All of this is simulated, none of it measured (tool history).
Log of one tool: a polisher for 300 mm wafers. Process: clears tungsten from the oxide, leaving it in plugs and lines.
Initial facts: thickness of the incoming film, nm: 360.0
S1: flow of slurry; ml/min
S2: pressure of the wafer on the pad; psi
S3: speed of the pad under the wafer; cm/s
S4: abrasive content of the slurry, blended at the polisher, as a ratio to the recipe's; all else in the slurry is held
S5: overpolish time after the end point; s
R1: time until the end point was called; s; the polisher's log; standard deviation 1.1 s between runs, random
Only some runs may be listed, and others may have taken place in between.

Run 1, hour 0: S1 305 ml/min, S2 3.5 psi, S3 94 cm/s, S4 1, S5 9 s. Result: R1 84.355 s.
Run 2, hour 4.1: S1 260 ml/min, S2 3.5 psi, S3 94 cm/s, S4 1, S5 9 s. Result: R1 88.951 s.
Run 3, hour 7.9: S1 265 ml/min, S2 3.7 psi, S3 94 cm/s, S4 1, S5 9 s. Result: R1 82.791 s.
Run 4, hour 16.6: S1 270 ml/min, S2 3.9 psi, S3 94 cm/s, S4 1, S5 9 s. Result: R1 76.949 s.
Run 5, hour 21.4: S1 270 ml/min, S2 3.9 psi, S3 94 cm/s, S4 0.8, S5 9 s. Result: R1 79.355 s.
Run 6, hour 27.5: S1 300 ml/min, S2 3.9 psi, S3 94 cm/s, S4 0.8, S5 9 s. Result: R1 79.104 s.
Run 7, hour 31.2: S1 300 ml/min, S2 4 psi, S3 94 cm/s, S4 0.8, S5 9 s. Result: R1 78.574 s.

The next listed run, before its measurement:
Run 8, hour 37.9: S1 300 ml/min, S2 4.2 psi, S3 94 cm/s, S4 0.8, S5 9 s. Result: R1 ?.

R1: 72.45 s
